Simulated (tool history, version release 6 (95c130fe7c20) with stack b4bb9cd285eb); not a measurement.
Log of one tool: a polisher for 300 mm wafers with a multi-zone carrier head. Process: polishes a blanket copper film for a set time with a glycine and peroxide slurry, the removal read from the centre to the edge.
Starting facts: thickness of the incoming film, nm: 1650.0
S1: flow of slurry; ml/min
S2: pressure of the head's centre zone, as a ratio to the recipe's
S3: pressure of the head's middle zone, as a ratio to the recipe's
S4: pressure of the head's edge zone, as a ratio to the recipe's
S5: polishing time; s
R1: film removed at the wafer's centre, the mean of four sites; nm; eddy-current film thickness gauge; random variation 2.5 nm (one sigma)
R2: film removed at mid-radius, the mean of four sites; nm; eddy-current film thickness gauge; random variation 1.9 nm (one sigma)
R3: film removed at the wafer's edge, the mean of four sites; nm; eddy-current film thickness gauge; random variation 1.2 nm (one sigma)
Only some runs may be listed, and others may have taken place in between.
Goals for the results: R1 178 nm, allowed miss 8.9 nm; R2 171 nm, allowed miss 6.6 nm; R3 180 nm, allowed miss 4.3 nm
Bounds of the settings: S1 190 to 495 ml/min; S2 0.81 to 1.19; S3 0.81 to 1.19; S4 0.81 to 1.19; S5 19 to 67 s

run  hour   S1    S2    S3    S4  S5      R1      R2      R3
  1     0  320     1     1     1  43  279.24  276.51   281.4
  2   2.5  320     1     1  1.03  43  277.94   274.5  291.42
  3   4.4  320     1     1  1.03  39  253.73  250.83  261.13
  4  10.5  320     1  1.06  1.03  39  249.14  264.72  267.01
  5  15.8  320     1  1.06  0.99  39  252.06  269.65  259.63
  6  23.1  315  0.97  1.01  0.97  36  228.66  234.93  235.32
  7  31.4  310  0.94  0.98  0.94  35  215.98  222.06  225.96
  8  37.5  305  0.93  0.96  0.92  33  200.17  207.94  212.21
  9  46.2  305  0.93  0.94   0.9  32  187.54  198.62  201.81
 10  53.1  300  0.95  0.91  0.88  32  197.27  191.73  199.88
 11  54.9  300  0.95  0.91  0.88  32  196.77  194.77  200.06
 12  60.7  285  0.93  0.84  0.81  28   170.3  158.68  167.37
 13  66.9  295  0.93  0.85  0.83  28  170.71  160.99  170.75
 14  75.3  300  0.93  0.86  0.84  28  170.13   163.4  171.23
 15  77.2  300  0.94  0.87  0.85  28  170.54  163.95  171.63
 16  84.4  300  0.95  0.88  0.86  28  174.23  164.76  173.67
 17  88.8  300  0.95  0.88  0.86  28  175.37  166.62  171.51
 18  92.8  300  0.95  0.88  0.87  28  175.29  164.64  174.32
 19  94.6  300  0.95  0.89  0.88  28  174.29  169.48  173.56

Which single option among these 5 for the next run brings every result within its allowed miss of target? Just one does.
  A  96.4  270  0.88  1.17  0.91  27   ?   ?   ?
  B  96.4  245  1.11  0.86  0.83  30   ?   ?   ?
  C  96.4  330  0.96  0.91  0.91  28   ?   ?   ?
  D  96.4  320  0.91  1.19  0.97  26   ?   ?   ?
  E  96.4  310  0.93  0.87     1  29   ?   ?   ?

move      R1      R2      R3
   A  157.13  192.09  168.93
   B  202.11  169.74  179.21
   C  176.31  169.78  178.34
   D  157.66  190.43  169.74
   E  177.54  169.58  192.37
A: misses by more than the last run did
B: brings the last run's worst result on target, with another outside its allowed miss
C: in spec on every target
D: misses by more than the last run did
E: the result that was furthest off in the last run now lies on the other side of its target
Correct choice: C, which meets every target
